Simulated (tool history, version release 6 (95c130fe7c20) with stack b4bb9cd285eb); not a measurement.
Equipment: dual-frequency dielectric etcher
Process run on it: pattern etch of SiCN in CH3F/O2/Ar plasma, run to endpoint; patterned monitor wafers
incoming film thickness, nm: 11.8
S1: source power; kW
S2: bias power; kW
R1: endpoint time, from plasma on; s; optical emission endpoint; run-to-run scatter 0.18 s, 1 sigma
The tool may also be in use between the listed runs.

run,hour,S1,S2,R1
1,0.0,0.380,0.099,30.124
2,2.9,0.380,0.083,32.692
3,7.9,0.380,0.076,34.303
4,14.9,0.410,0.076,33.330
5,18.3,0.410,0.064,35.843
6,24.9,0.420,0.067,35.079
7,31.3,0.430,0.070,34.291
8,35.5,0.510,0.090,28.991

Run 9 is up next; what results do you expect?
9,43.8,0.510,0.091,?

Logged for run 9: R1 28.631 s.
